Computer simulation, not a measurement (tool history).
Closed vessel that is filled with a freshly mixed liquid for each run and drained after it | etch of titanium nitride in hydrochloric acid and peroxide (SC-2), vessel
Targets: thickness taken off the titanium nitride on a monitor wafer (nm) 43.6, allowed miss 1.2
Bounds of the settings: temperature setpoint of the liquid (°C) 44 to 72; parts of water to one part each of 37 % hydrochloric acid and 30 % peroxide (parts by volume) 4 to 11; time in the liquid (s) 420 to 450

run	hour	temperature setpoint of the liquid (°C)	parts of water to one part each of 37 % hydrochloric acid and 30 % peroxide (parts by volume)	time in the liquid (s)	thickness taken off the titanium nitride on a monitor wafer (nm)
1	0	60	6	420	24.134
2	2.7	60	6	420	24.23
3	4.8	61	6	420	25.716
4	8.3	61	7	420	22.845
5	12.4	65.5	7	420	30.091
6	20.3	65.5	7	420	30.037
7	25.2	66	7	420	31.299
8	32.7	66.5	7	420	32.101

4 next moves are on the table. One of them brings every result within its allowed miss. Which?
A	40.2	63	10	420	?
B	40.2	71.5	6	450	?
C	40.2	70.5	7	450	?
D	40.2	69.5	6	450	?

move	thickness taken off the titanium nitride on a monitor wafer (nm)
A	19.254
B	51.573
C	43.226
D	45.837
A: further off than the last run
B: takes the result that was furthest off past its target
C: meets every target
D: takes the result that was furthest off past its target
The right move is C.

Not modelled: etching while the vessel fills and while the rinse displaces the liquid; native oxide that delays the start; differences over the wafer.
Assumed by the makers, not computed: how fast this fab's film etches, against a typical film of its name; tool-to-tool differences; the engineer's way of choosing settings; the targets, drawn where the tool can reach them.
